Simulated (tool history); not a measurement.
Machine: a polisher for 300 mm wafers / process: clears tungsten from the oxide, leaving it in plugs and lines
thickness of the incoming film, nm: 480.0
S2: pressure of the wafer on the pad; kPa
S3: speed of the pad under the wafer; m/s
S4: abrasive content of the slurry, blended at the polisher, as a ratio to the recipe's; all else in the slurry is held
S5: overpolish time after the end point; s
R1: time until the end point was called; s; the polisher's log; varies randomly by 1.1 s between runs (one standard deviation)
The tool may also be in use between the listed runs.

{"run": 1, "hour": 0.0, "flow of slurry (ml/min)": 250, "S2": 23.4, "S3": 1.16, "S4": 1.0, "S5": 5, "R1": 113.93}
{"run": 2, "hour": 0.5, "flow of slurry (ml/min)": 250, "S2": 23.4, "S3": 1.16, "S4": 1.0, "S5": 5, "R1": 113.0}
{"run": 3, "hour": 7.8, "flow of slurry (ml/min)": 250, "S2": 26.9, "S3": 1.2, "S4": 1.0, "S5": 5, "R1": 99.168}
{"run": 4, "hour": 16.5, "flow of slurry (ml/min)": 250, "S2": 26.9, "S3": 1.2, "S4": 0.9, "S5": 5, "R1": 101.72}
{"hour": 18.5, "done": "slurry blender recalibrated"}
{"run": 5, "hour": 18.5, "flow of slurry (ml/min)": 285, "S2": 26.9, "S3": 1.2, "S4": 0.9, "S5": 5, "R1": 94.224}
{"run": 6, "hour": 19.8, "flow of slurry (ml/min)": 300, "S2": 29.6, "S3": 1.22, "S4": 0.9, "S5": 5, "R1": 83.938}
{"run": 7, "hour": 20.6, "flow of slurry (ml/min)": 310, "S2": 31.7, "S3": 1.24, "S4": 0.9, "S5": 5, "R1": 75.084}

Predict the results of run 8:
{"run": 8, "hour": 26.4, "flow of slurry (ml/min)": 315, "S2": 33.1, "S3": 1.26, "S4": 0.9, "S5": 5, "R1": "?"}

Run 8 gave R1 72.984 s.

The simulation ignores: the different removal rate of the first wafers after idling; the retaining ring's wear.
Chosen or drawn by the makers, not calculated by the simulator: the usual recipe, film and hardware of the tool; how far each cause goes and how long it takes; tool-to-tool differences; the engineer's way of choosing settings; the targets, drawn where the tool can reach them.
